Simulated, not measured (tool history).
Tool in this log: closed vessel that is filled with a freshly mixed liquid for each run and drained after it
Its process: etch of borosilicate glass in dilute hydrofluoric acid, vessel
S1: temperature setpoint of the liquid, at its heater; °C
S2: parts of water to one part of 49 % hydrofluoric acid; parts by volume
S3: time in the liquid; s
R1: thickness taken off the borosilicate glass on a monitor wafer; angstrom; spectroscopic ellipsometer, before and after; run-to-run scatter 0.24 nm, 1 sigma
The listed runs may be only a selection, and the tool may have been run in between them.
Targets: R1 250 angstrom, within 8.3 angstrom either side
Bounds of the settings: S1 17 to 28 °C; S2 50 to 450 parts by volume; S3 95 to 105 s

Run 1, day 0: S1 20 °C, S2 250 parts by volume, S3 95 s. Result: R1 129.29 angstrom.
Run 2, day 0.342: S1 20 °C, S2 175 parts by volume, S3 95 s. Result: R1 199.24 angstrom.
Run 3, day 0.504: S1 21.5 °C, S2 175 parts by volume, S3 95 s. Result: R1 211.42 angstrom.
Run 4, day 0.825: S1 21.5 °C, S2 85 parts by volume, S3 95 s. Result: R1 478.3 angstrom.
Run 5, day 1.042: S1 21.5 °C, S2 85 parts by volume, S3 105 s. Result: R1 524.49 angstrom.
Run 6, day 1.208: S1 21.5 °C, S2 85 parts by volume, S3 95 s. Result: R1 476.91 angstrom.
Run 7, day 1.333: S1 20.5 °C, S2 100 parts by volume, S3 95 s. Result: R1 387.67 angstrom.
Run 8, day 1.467: S1 19.5 °C, S2 110 parts by volume, S3 95 s. Result: R1 333.91 angstrom.
Run 9, day 1.712: S1 19 °C, S2 115 parts by volume, S3 95 s. Result: R1 312.36 angstrom.
Run 10, day 1.817: S1 18.5 °C, S2 120 parts by volume, S3 95 s. Result: R1 289.48 angstrom.
Run 11, day 2.196: S1 18 °C, S2 120 parts by volume, S3 95 s. Result: R1 282.84 angstrom.
Run 12, day 2.338: S1 17.5 °C, S2 125 parts by volume, S3 95 s. Result: R1 266.61 angstrom.

4 candidate next runs follow, results not yet known. Just one meets every target within its allowed miss. Identify it.
Run A, day 2.479: S1 17.5 °C, S2 140 parts by volume, S3 100 s. Result: R1 ?.
Run B, day 2.479: S1 20 °C, S2 155 parts by volume, S3 95 s. Result: R1 ?.
Run C, day 2.479: S1 17 °C, S2 125 parts by volume, S3 100 s. Result: R1 ?.
Run D, day 2.479: S1 18 °C, S2 125 parts by volume, S3 95 s. Result: R1 ?.

move      R1
   A  248.75
   B  232.53
   C  277.02
   D  274.29
A: in spec on every target
B: carries the result that was furthest off beyond its target, to the other side
C: misses by more than the last run did
D: misses by more than the last run did
Answer: A
